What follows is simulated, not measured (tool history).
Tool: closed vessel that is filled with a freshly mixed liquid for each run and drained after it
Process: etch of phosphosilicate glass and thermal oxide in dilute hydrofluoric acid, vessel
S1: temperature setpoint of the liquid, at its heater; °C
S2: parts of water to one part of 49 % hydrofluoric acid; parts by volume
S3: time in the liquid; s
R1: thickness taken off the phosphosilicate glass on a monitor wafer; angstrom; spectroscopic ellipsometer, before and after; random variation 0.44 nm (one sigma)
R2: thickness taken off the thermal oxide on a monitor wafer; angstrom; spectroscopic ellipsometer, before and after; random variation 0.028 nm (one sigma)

run,hour,S1,S2,S3,R1,R2
1,0.0,22.0,60,60,681.89,45.615
2,1.1,22.0,60,75,856.57,57.064
3,9.2,19.5,60,75,770.99,50.894
4,10.0,23.0,60,75,888.51,58.716
5,19.0,23.0,60,95,1111.10,75.274
6,23.6,22.0,65,95,978.25,65.529
7,27.3,21.0,70,95,876.13,58.292
8,34.6,20.5,75,95,796.30,52.811
9,42.5,20.0,80,95,718.90,48.521
10,49.5,18.0,105,95,490.32,33.117

The next listed run, before its measurement:
11,52.7,17.5,105,95,?,?

{"run 11": {"R1": 474.62, "R2": 32.112}}
